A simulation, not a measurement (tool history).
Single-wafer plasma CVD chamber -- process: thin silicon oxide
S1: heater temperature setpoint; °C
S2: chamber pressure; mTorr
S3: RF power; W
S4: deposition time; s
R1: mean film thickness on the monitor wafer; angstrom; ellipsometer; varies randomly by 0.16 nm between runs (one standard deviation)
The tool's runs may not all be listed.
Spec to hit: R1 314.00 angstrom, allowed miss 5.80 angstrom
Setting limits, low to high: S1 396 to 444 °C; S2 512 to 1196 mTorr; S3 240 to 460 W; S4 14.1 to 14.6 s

{"run": 1, "day": 0.0, "S1": 420, "S2": 854, "S3": 350, "S4": 14.1, "R1": 285.33}
{"run": 2, "day": 0.121, "S1": 420, "S2": 874, "S3": 350, "S4": 14.1, "R1": 293.43}
{"run": 3, "day": 0.404, "S1": 420, "S2": 887, "S3": 350, "S4": 14.1, "R1": 296.76}
{"run": 4, "day": 0.762, "S1": 420, "S2": 1006, "S3": 350, "S4": 14.1, "R1": 336.01}
{"run": 5, "day": 0.996, "S1": 420, "S2": 992, "S3": 350, "S4": 14.1, "R1": 329.28}
{"run": 6, "day": 1.092, "S1": 420, "S2": 982, "S3": 350, "S4": 14.1, "R1": 328.44}
{"run": 7, "day": 1.158, "S1": 420, "S2": 973, "S3": 350, "S4": 14.1, "R1": 324.9}
{"run": 8, "day": 1.425, "S1": 420, "S2": 966, "S3": 350, "S4": 14.1, "R1": 325.77}
{"run": 9, "day": 1.538, "S1": 420, "S2": 959, "S3": 350, "S4": 14.1, "R1": 323.39}

Exercise: of the 4 proposed moves below, exactly one satisfies all targets within the stated allowed misses. Which move is it?
{"run": "A", "day": 1.65, "S1": 410, "S2": 1083, "S3": 310, "S4": 14.1, "R1": "?"}
{"run": "B", "day": 1.65, "S1": 420, "S2": 1038, "S3": 330, "S4": 14.1, "R1": "?"}
{"run": "C", "day": 1.65, "S1": 419, "S2": 1001, "S3": 325, "S4": 14.5, "R1": "?"}
{"run": "D", "day": 1.65, "S1": 415, "S2": 897, "S3": 365, "S4": 14.3, "R1": "?"}

move=A R1=333.38
move=B R1=330.98
move=C R1=328.99
move=D R1=312.22
A: moves away from the targets compared with the last run
B: moves away from the targets compared with the last run
C: moves away from the targets compared with the last run
D: all results in spec
So the answer is move D, the one that meets all the targets.

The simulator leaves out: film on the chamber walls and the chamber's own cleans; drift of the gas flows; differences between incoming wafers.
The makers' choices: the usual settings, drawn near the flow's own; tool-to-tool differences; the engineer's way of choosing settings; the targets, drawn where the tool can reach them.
